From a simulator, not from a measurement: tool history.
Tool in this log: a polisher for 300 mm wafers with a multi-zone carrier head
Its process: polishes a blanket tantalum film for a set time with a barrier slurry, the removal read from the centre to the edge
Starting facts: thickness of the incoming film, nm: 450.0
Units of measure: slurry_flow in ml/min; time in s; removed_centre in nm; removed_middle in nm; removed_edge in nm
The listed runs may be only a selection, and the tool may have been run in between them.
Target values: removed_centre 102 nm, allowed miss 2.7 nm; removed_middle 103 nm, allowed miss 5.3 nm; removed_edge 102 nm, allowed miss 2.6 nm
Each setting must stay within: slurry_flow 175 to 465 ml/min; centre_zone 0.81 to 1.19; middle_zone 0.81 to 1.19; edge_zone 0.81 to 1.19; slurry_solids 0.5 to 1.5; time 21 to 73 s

{"run": 1, "day": 0.0, "slurry_flow": 295, "centre_zone": 1, "middle_zone": 1, "edge_zone": 1, "slurry_solids": 1, "time": 47, "removed_centre": 108.45, "removed_middle": 110.85, "removed_edge": 113.4}
{"run": 2, "day": 0.067, "slurry_flow": 295, "centre_zone": 1, "middle_zone": 1, "edge_zone": 1, "slurry_solids": 1.1, "time": 47, "removed_centre": 109.04, "removed_middle": 111.44, "removed_edge": 114.26}
{"run": 3, "day": 0.217, "slurry_flow": 295, "centre_zone": 1, "middle_zone": 1, "edge_zone": 1.06, "slurry_solids": 1.1, "time": 47, "removed_centre": 109.12, "removed_middle": 110.19, "removed_edge": 119.44}
{"run": 4, "day": 0.429, "slurry_flow": 295, "centre_zone": 1, "middle_zone": 1, "edge_zone": 1.06, "slurry_solids": 1, "time": 47, "removed_centre": 108.62, "removed_middle": 109.73, "removed_edge": 116.78}
{"run": 5, "day": 0.788, "slurry_flow": 285, "centre_zone": 1, "middle_zone": 0.99, "edge_zone": 1.02, "slurry_solids": 0.95, "time": 47, "removed_centre": 106.67, "removed_middle": 108.9, "removed_edge": 113.85}
{"run": 6, "day": 1.029, "slurry_flow": 285, "centre_zone": 1, "middle_zone": 0.98, "edge_zone": 0.99, "slurry_solids": 0.9, "time": 47, "removed_centre": 105.43, "removed_middle": 104.15, "removed_edge": 110.62}
{"run": 7, "day": 1.371, "slurry_flow": 280, "centre_zone": 1, "middle_zone": 0.98, "edge_zone": 0.96, "slurry_solids": 0.9, "time": 47, "removed_centre": 105, "removed_middle": 106.43, "removed_edge": 108.28}
{"run": 8, "day": 1.638, "slurry_flow": 275, "centre_zone": 1, "middle_zone": 0.97, "edge_zone": 0.94, "slurry_solids": 0.9, "time": 47, "removed_centre": 104.36, "removed_middle": 103.93, "removed_edge": 107.57}
{"run": 9, "day": 1.792, "slurry_flow": 270, "centre_zone": 1, "middle_zone": 0.97, "edge_zone": 0.92, "slurry_solids": 0.9, "time": 47, "removed_centre": 104.69, "removed_middle": 102.65, "removed_edge": 105.69}
{"run": 10, "day": 1.996, "slurry_flow": 265, "centre_zone": 1, "middle_zone": 0.98, "edge_zone": 0.91, "slurry_solids": 0.9, "time": 47, "removed_centre": 103.57, "removed_middle": 104.02, "removed_edge": 105.35}

4 next moves are on the table. One of them brings every result within its allowed miss. Which?
{"run": "A", "day": 2.2, "slurry_flow": 245, "centre_zone": 1.01, "middle_zone": 0.92, "edge_zone": 0.92, "slurry_solids": 0.85, "time": 50, "removed_centre": "?", "removed_middle": "?", "removed_edge": "?"}
{"run": "B", "day": 2.2, "slurry_flow": 255, "centre_zone": 0.9, "middle_zone": 0.95, "edge_zone": 0.97, "slurry_solids": 0.9, "time": 48, "removed_centre": "?", "removed_middle": "?", "removed_edge": "?"}
{"run": "C", "day": 2.2, "slurry_flow": 245, "centre_zone": 1.01, "middle_zone": 0.99, "edge_zone": 0.91, "slurry_solids": 0.95, "time": 46, "removed_centre": "?", "removed_middle": "?", "removed_edge": "?"}
{"run": "D", "day": 2.2, "slurry_flow": 285, "centre_zone": 1.04, "middle_zone": 1.02, "edge_zone": 0.84, "slurry_solids": 0.9, "time": 44, "removed_centre": "?", "removed_middle": "?", "removed_edge": "?"}

move=A removed_centre=109.23 removed_middle=102.32 removed_edge=108.96
move=B removed_centre=94.886 removed_middle=102.52 removed_edge=108.73
move=C removed_centre=102.55 removed_middle=102.11 removed_edge=101.65
move=D removed_centre=102.19 removed_middle=101.08 removed_edge=94.161
A: moves away from the targets compared with the last run
B: moves away from the targets compared with the last run
C: all results in spec
D: the result that was furthest off in the last run now lies on the other side of its target
Correct choice: C, which meets every target
